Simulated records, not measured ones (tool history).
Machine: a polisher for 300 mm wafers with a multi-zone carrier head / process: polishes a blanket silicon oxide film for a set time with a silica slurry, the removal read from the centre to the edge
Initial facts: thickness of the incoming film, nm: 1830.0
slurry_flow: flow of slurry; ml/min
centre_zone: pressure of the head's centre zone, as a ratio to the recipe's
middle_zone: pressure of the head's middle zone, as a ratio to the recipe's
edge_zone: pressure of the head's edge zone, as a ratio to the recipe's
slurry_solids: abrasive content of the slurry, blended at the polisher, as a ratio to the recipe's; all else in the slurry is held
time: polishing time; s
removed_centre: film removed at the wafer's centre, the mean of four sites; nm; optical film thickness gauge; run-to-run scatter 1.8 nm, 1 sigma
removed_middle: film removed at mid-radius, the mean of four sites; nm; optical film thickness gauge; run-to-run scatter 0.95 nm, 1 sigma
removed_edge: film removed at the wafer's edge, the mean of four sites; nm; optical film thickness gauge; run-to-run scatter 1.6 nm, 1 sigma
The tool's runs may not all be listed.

| run | hour | slurry_flow | centre_zone | middle_zone | edge_zone | slurry_solids | time | removed_centre | removed_middle | removed_edge |
|---|---|---|---|---|---|---|---|---|---|---|
| 1 | 0 | 300 | 1 | 1 | 1 | 1 | 36 | 163.96 | 166.73 | 161.58 |
| 2 | 5.9 | 300 | 1.05 | 1 | 1 | 1 | 36 | 166.56 | 167.42 | 166.37 |
| 3 | 14.8 | 300 | 1.05 | 1 | 1 | 1 | 27 | 122.55 | 122.77 | 124.61 |
| 4 | 22.1 | 300 | 1.05 | 1 | 1 | 1 | 19 | 89.026 | 87.512 | 86.697 |
| 5 | 28.6 | 350 | 1.05 | 1 | 1 | 1 | 19 | 90.312 | 87.878 | 85.351 |
| 6 | 35.5 | 350 | 1.05 | 1 | 1 | 0.9 | 19 | 86.592 | 84.703 | 84.585 |

What will run 7 give?
| 7 | 39.8 | 360 | 1.08 | 1.1 | 1.1 | 1.15 | 29 | ? | ? | ? |

{"run 7": {"removed_centre": 152.14, "removed_middle": 154.8, "removed_edge": 143.99}}
